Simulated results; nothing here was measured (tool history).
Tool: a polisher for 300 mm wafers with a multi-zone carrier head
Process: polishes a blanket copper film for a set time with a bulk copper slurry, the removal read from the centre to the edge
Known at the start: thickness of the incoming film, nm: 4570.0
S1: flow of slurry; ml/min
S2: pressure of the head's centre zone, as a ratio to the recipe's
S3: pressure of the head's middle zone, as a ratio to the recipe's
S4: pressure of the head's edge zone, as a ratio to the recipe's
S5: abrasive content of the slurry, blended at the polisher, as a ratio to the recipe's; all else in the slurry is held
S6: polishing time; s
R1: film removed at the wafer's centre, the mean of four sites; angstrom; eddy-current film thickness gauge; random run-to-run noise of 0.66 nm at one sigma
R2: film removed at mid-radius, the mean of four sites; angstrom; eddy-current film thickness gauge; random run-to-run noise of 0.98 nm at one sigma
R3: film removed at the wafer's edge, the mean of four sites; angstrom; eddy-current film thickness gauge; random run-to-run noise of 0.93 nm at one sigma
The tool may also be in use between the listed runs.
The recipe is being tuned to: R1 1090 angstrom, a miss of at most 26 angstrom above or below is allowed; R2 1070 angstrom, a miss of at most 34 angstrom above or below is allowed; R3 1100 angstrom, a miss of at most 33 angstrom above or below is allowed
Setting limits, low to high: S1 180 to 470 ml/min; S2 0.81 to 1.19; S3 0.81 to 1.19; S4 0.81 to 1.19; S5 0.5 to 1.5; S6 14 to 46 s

run 1 hour=0 | S1=300 S2=1 S3=1 S4=1 S5=1 S6=30 | R1=1671.1 R2=1653.1 R3=1660.4
run 2 hour=5 | S1=300 S2=1 S3=1 S4=1 S5=1 S6=37 | R1=2084.2 R2=2026.3 R3=2036.9
run 3 hour=11 | S1=295 S2=0.99 S3=0.98 S4=0.98 S5=0.95 S6=35 | R1=1918.6 R2=1883 R3=1913.2
run 4 hour=19.7 | S1=295 S2=0.99 S3=0.98 S4=1.04 S5=0.95 S6=35 | R1=1899.8 R2=1885.8 R3=1925.8
run 5 hour=24.1 | S1=295 S2=1.06 S3=0.98 S4=1.04 S5=0.95 S6=35 | R1=2039.4 R2=1876.6 R3=1976.9
run 6 hour=26.2 | S1=295 S2=1.06 S3=0.92 S4=1.04 S5=0.95 S6=35 | R1=2039 R2=1769.5 R3=1976.5
run 7 hour=32.6 | S1=300 S2=1.04 S3=0.92 S4=1.01 S5=0.9 S6=33 | R1=1851.1 R2=1667.5 R3=1821.6
run 8 hour=38.2 | S1=300 S2=1.03 S3=0.92 S4=0.99 S5=0.85 S6=31 | R1=1713.2 R2=1548.6 R3=1656.5
run 9 hour=41.6 | S1=295 S2=1.01 S3=0.91 S4=0.97 S5=0.8 S6=30 | R1=1593.7 R2=1444.8 R3=1541
run 10 hour=48.6 | S1=285 S2=0.99 S3=0.9 S4=0.95 S5=0.75 S6=29 | R1=1496.7 R2=1365.7 R3=1475.4
run 11 hour=50.8 | S1=290 S2=0.98 S3=0.9 S4=0.94 S5=0.7 S6=28 | R1=1418.8 R2=1313.6 R3=1423.1
run 12 hour=52.4 | S1=285 S2=0.97 S3=0.9 S4=0.92 S5=0.65 S6=27 | R1=1319.9 R2=1220 R3=1326.4
run 13 hour=61.1 | S1=285 S2=0.97 S3=0.9 S4=0.92 S5=0.65 S6=27 | R1=1330.6 R2=1237.3 R3=1319.1
run 14 hour=70 | S1=280 S2=0.96 S3=0.9 S4=0.91 S5=0.65 S6=27 | R1=1313.6 R2=1233.3 R3=1306.7
run 15 hour=73 | S1=270 S2=0.95 S3=0.9 S4=0.9 S5=0.65 S6=27 | R1=1294.9 R2=1224.7 R3=1289.5
run 16 hour=78.5 | S1=235 S2=0.88 S3=0.87 S4=0.81 S5=0.5 S6=25 | R1=1044.2 R2=1012.2 R3=1092.1
run 17 hour=81.4 | S1=245 S2=0.88 S3=0.88 S4=0.81 S5=0.5 S6=25 | R1=1053.7 R2=1062.5 R3=1077.8
run 18 hour=89.8 | S1=245 S2=0.88 S3=0.88 S4=0.81 S5=0.5 S6=25 | R1=1056.7 R2=1040.7 R3=1098.8

Of the 5 settings listed for the next run, only one would bring every result within its allowed miss of target. Which one?
run A hour=98.2 | S1=300 S2=1.03 S3=0.87 S4=0.81 S5=0.7 S6=22 | R1=? R2=? R3=?
run B hour=98.2 | S1=235 S2=0.89 S3=0.82 S4=0.86 S5=0.5 S6=27 | R1=? R2=? R3=?
run C hour=98.2 | S1=210 S2=0.97 S3=0.94 S4=0.81 S5=0.5 S6=26 | R1=? R2=? R3=?
run D hour=98.2 | S1=265 S2=0.85 S3=0.92 S4=0.88 S5=0.55 S6=25 | R1=? R2=? R3=?
run E hour=98.2 | S1=180 S2=0.92 S3=0.89 S4=0.81 S5=0.6 S6=25 | R1=? R2=? R3=?

move=A R1=1173.1 R2=989.93 R3=1044.9
move=B R1=1138.9 R2=1053.5 R3=1206.1
move=C R1=1171.3 R2=1119.8 R3=1117.7
move=D R1=1046.2 R2=1108.2 R3=1160.4
move=E R1=1086.2 R2=1045.8 R3=1098.8
A: the result that was furthest off in the last run now lies on the other side of its target
B: the result that was furthest off in the last run now lies on the other side of its target
C: the result that was furthest off in the last run now lies on the other side of its target
D: misses by more than the last run did
E: all results in spec
Correct choice: E, which meets every target
